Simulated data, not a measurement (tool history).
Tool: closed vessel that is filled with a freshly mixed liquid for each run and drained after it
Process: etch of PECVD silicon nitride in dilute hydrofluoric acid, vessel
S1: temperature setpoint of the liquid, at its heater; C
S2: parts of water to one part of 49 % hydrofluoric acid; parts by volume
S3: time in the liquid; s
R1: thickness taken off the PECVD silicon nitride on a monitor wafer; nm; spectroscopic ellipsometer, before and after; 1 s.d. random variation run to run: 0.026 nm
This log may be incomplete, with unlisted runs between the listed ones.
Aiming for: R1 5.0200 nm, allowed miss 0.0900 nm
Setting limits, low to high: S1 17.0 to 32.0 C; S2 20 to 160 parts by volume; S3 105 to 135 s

run,day,S1,S2,S3,R1
1,0.000,24.0,90,135,3.8999
2,0.354,24.5,90,135,3.9997
3,0.575,21.0,90,135,3.2101
4,0.821,21.0,90,105,2.4961
5,1.025,21.0,60,105,3.6786
6,1.375,21.5,60,105,3.8427
7,1.579,22.0,60,105,3.9405
8,1.962,22.5,60,105,4.1012
9,2.246,26.0,60,105,5.1882

Consider the 5 candidate settings below. Which is the only one whose results all fall within their allowed miss of target?
A,2.529,25.5,60,110,?
B,2.529,26.5,70,115,?
C,2.529,26.5,65,110,?
D,2.529,24.0,55,110,?
E,2.529,24.0,60,125,?

move,R1
A,5.2789
B,5.0695
C,5.2164
D,5.1943
E,5.4210
A: misses by more than the last run did
B: hits every target within its allowed miss
C: misses by more than the last run did
D: no nearer and no further than the last run
E: misses by more than the last run did
Correct choice: B, which meets every target

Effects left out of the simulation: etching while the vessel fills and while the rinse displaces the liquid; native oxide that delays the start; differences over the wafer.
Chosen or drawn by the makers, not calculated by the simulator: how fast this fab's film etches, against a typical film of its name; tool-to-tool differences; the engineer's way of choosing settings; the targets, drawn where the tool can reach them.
